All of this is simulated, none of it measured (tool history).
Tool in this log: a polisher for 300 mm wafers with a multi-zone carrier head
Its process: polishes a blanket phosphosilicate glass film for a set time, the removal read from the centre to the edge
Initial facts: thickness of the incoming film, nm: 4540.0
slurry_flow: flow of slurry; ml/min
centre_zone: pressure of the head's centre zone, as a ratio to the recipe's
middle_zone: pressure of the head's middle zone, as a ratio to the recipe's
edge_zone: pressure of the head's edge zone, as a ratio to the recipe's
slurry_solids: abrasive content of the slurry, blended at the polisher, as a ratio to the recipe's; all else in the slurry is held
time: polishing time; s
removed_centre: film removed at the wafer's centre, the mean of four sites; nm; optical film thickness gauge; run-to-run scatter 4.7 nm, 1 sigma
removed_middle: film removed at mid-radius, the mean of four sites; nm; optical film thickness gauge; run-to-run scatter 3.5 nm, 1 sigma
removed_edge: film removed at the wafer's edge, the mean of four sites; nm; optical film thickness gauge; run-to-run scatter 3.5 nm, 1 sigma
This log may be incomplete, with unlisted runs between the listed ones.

Run 1, hour 0: slurry_flow 125 ml/min, centre_zone 1, middle_zone 1, edge_zone 1, slurry_solids 1, time 69 s. Result: removed_centre 322.01 nm, removed_middle 315.01 nm, removed_edge 313.5 nm.
Run 2, hour 1.8: slurry_flow 145 ml/min, centre_zone 1.01, middle_zone 1.06, edge_zone 1.04, slurry_solids 1.1, time 69 s. Result: removed_centre 349.14 nm, removed_middle 349.32 nm, removed_edge 330.04 nm.
Run 3, hour 4.5: slurry_flow 150 ml/min, centre_zone 1, middle_zone 1.09, edge_zone 1.06, slurry_solids 1.25, time 70 s. Result: removed_centre 367.21 nm, removed_middle 385.57 nm, removed_edge 364.91 nm.
Run 4, hour 8.3: slurry_flow 150 ml/min, centre_zone 0.95, middle_zone 1.09, edge_zone 1.06, slurry_solids 1.25, time 70 s. Result: removed_centre 348.24 nm, removed_middle 382 nm, removed_edge 356.35 nm.
Run 5, hour 9.1: slurry_flow 160 ml/min, centre_zone 0.98, middle_zone 1.12, edge_zone 1.06, slurry_solids 1.35, time 70 s. Result: removed_centre 368.89 nm, removed_middle 405.21 nm, removed_edge 370.01 nm.
Run 6, hour 14.1: slurry_flow 160 ml/min, centre_zone 0.98, middle_zone 1.08, edge_zone 1.06, slurry_solids 1.35, time 70 s. Result: removed_centre 371.05 nm, removed_middle 398.17 nm, removed_edge 372.94 nm.
Run 7, hour 22.9: slurry_flow 170 ml/min, centre_zone 1, middle_zone 1.11, edge_zone 1.07, slurry_solids 1.4, time 71 s. Result: removed_centre 393.66 nm, removed_middle 421.93 nm, removed_edge 388.31 nm.
Run 8, hour 31.4: slurry_flow 175 ml/min, centre_zone 1.01, middle_zone 1.13, edge_zone 1.07, slurry_solids 1.45, time 72 s. Result: removed_centre 418.16 nm, removed_middle 433.36 nm, removed_edge 396.95 nm.
Run 9, hour 38.3: slurry_flow 180 ml/min, centre_zone 1, middle_zone 1.15, edge_zone 1.07, slurry_solids 1.45, time 73 s. Result: removed_centre 410.95 nm, removed_middle 447.95 nm, removed_edge 400.35 nm.
Run 10, hour 41.3: slurry_flow 180 ml/min, centre_zone 1.01, middle_zone 1.16, edge_zone 1.07, slurry_solids 1.45, time 74 s. Result: removed_centre 420.51 nm, removed_middle 457.42 nm, removed_edge 414.85 nm.
Run 11, hour 43.9: slurry_flow 185 ml/min, centre_zone 1.01, middle_zone 1.17, edge_zone 1.05, slurry_solids 1.45, time 74 s. Result: removed_centre 424.92 nm, removed_middle 463.14 nm, removed_edge 407.7 nm.

Run 12 has not been measured yet. What should we expect?
Run 12, hour 49.2: slurry_flow 185 ml/min, centre_zone 1.01, middle_zone 1.18, edge_zone 1.05, slurry_solids 1.45, time 74 s. Result: removed_centre ?, removed_middle ?, removed_edge ?.

removed_centre: 427.02 nm
removed_middle: 469.41 nm
removed_edge: 405.12 nm
